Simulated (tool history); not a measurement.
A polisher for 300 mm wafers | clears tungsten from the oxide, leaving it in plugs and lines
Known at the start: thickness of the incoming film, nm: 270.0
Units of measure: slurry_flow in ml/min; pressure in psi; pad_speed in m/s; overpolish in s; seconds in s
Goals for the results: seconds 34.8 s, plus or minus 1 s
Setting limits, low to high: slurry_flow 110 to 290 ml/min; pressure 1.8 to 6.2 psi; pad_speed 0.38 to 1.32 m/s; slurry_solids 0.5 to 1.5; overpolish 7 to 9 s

Run 1, day 0: slurry_flow 185 ml/min, pressure 4 psi, pad_speed 0.84 m/s, slurry_solids 1, overpolish 9 s. Result: seconds 56.807 s.
Run 2, day 0.254: slurry_flow 195 ml/min, pressure 4.5 psi, pad_speed 0.84 m/s, slurry_solids 1, overpolish 9 s. Result: seconds 49.856 s.
Run 3, day 0.429: slurry_flow 200 ml/min, pressure 4.9 psi, pad_speed 0.84 m/s, slurry_solids 1, overpolish 9 s. Result: seconds 47.258 s.
Run 4, day 0.496: slurry_flow 200 ml/min, pressure 5.3 psi, pad_speed 0.86 m/s, slurry_solids 1, overpolish 9 s. Result: seconds 42.659 s.
Run 5, day 0.621: slurry_flow 205 ml/min, pressure 5.6 psi, pad_speed 0.86 m/s, slurry_solids 1, overpolish 9 s. Result: seconds 40.059 s.
Run 6, day 0.875: slurry_flow 205 ml/min, pressure 5.8 psi, pad_speed 0.86 m/s, slurry_solids 1, overpolish 9 s. Result: seconds 39.163 s.
Run 7, day 1.042: slurry_flow 210 ml/min, pressure 5.9 psi, pad_speed 0.86 m/s, slurry_solids 1, overpolish 9 s. Result: seconds 38.369 s.
Run 8, day 1.083: slurry_flow 210 ml/min, pressure 6 psi, pad_speed 0.88 m/s, slurry_solids 1, overpolish 9 s. Result: seconds 37.32 s.
Run 9, day 1.138: slurry_flow 210 ml/min, pressure 6.1 psi, pad_speed 0.9 m/s, slurry_solids 1, overpolish 9 s. Result: seconds 35.974 s.

Exercise: of the 4 proposed moves below, exactly one satisfies all targets within the stated allowed misses. Which move is it?
Run A, day 1.192: slurry_flow 200 ml/min, pressure 5.4 psi, pad_speed 0.96 m/s, slurry_solids 1.05, overpolish 7 s. Result: seconds ?.
Run B, day 1.192: slurry_flow 225 ml/min, pressure 5.6 psi, pad_speed 0.92 m/s, slurry_solids 0.9, overpolish 7 s. Result: seconds ?.
Run C, day 1.192: slurry_flow 260 ml/min, pressure 5.7 psi, pad_speed 0.86 m/s, slurry_solids 1.1, overpolish 7 s. Result: seconds ?.
Run D, day 1.192: slurry_flow 240 ml/min, pressure 6.1 psi, pad_speed 0.92 m/s, slurry_solids 0.95, overpolish 7 s. Result: seconds ?.

move  seconds
   A   37.844
   B   38.871
   C    37.95
   D   35.226
A: further off than the last run
B: further off than the last run
C: further off than the last run
D: in spec on every target
The move that meets every target is D.

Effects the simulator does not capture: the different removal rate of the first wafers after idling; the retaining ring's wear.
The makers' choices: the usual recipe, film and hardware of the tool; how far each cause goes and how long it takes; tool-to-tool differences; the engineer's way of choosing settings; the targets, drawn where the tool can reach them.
